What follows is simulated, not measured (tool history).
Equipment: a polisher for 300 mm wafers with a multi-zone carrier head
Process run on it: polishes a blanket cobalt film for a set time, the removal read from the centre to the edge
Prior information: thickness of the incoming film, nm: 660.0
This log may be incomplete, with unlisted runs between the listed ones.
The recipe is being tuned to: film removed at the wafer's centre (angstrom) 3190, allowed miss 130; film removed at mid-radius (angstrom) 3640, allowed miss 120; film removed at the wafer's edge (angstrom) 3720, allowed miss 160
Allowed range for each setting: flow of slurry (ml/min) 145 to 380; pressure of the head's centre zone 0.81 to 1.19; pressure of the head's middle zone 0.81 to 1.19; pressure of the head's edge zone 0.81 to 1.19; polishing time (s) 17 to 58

run	hour	flow of slurry (ml/min)	pressure of the head's centre zone	pressure of the head's middle zone	pressure of the head's edge zone	polishing time (s)	film removed at the wafer's centre (angstrom)	film removed at mid-radius (angstrom)	film removed at the wafer's edge (angstrom)
1	0	245	1	1	1	37	2430.3	2479.1	2381.2
2	4.5	245	1	1	1.07	37	2485.4	2463.8	2467.8
3	7.9	245	0.97	1.01	1.09	40	2566.1	2683.7	2728.1
4	13.2	245	0.96	1.02	1.11	42	2614.5	2820	2933.2
5	20	245	1.04	1.02	1.11	42	2815.8	2823.2	2904.7
6	22.9	250	1.03	1.04	1.12	44	2971.4	2966.4	3107.6
7	25.6	255	0.93	1.14	1.15	51	3129.5	3786.5	3535.4
8	26.3	255	0.93	1.13	1.16	51	3189	3806.8	3605.4

Pick the move, out of 4, that brings all results within their allowed miss; only one does.
A	27	220	0.88	1.19	1.1	53	?	?	?
B	27	235	0.92	1.16	1.14	54	?	?	?
C	27	240	0.89	1.02	1.12	54	?	?	?
D	27	270	0.92	1.14	1.02	54	?	?	?

move	film removed at the wafer's centre (angstrom)	film removed at mid-radius (angstrom)	film removed at the wafer's edge (angstrom)
A	3127.1	4070.2	3680.7
B	3321.8	4077.9	3836.4
C	3237.2	3660.2	3813.8
D	3362.7	4063.1	3660
A: its largest miss is bigger than the last run's
B: its largest miss is bigger than the last run's
C: each result inside its tolerance
D: its largest miss is bigger than the last run's
Correct choice: C, which meets every target
